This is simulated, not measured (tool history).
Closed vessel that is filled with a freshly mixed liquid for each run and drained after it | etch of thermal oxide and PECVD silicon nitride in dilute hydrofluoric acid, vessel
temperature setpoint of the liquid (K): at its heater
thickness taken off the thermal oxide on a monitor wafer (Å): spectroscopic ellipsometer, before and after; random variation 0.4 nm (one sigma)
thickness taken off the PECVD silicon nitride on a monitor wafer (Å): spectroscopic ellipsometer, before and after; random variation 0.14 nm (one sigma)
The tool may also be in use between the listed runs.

| run | day | temperature setpoint of the liquid (K) | parts of water to one part of 49 % hydrofluoric acid (parts by volume) | time in the liquid (s) | thickness taken off the thermal oxide on a monitor wafer (Å) | thickness taken off the PECVD silicon nitride on a monitor wafer (Å) |
|---|---|---|---|---|---|---|
| 1 | 0.000 | 295.15 | 90 | 520 | 231.93 | 216.65 |
| 2 | 0.050 | 295.15 | 70 | 520 | 299.18 | 278.56 |
| 3 | 0.275 | 293.65 | 70 | 520 | 281.58 | 250.42 |
| 4 | 0.500 | 295.65 | 70 | 520 | 304.84 | 285.83 |
| 5 | 0.654 | 296.15 | 65 | 515 | 335.18 | 316.54 |
| 6 | 0.892 | 296.65 | 60 | 510 | 374.12 | 349.86 |
| 7 | 1.129 | 300.15 | 50 | 490 | 505.69 | 506.81 |
| 8 | 1.358 | 299.65 | 50 | 490 | 494.12 | 494.64 |

Run 9 comes next. What will it give?
| 9 | 1.388 | 299.15 | 50 | 490 | ? | ? |

{"run 9": {"thickness taken off the thermal oxide on a monitor wafer (Å)": 480.5, "thickness taken off the PECVD silicon nitride on a monitor wafer (Å)": 474.71}}

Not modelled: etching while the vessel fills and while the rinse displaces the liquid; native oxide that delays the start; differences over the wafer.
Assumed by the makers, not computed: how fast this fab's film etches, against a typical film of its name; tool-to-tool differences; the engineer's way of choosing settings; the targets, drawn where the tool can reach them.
